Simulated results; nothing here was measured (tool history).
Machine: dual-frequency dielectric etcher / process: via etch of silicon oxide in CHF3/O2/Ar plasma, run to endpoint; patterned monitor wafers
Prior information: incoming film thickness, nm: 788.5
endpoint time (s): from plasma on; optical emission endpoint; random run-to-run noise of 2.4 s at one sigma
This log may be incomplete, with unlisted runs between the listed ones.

run,hour,source power (kW),bias power (kW),endpoint time (s)
1,0.0,0.520,0.215,411.19
2,3.8,0.600,0.215,391.75
3,7.9,0.610,0.218,391.01
4,13.7,0.610,0.188,408.61
5,15.2,0.620,0.193,401.50
6,18.1,0.620,0.211,390.79
7,26.5,0.630,0.214,387.27
8,31.5,0.640,0.217,380.57

What does the tool deliver on the next run?
9,35.9,0.640,0.217,?

endpoint time (s): 384.32
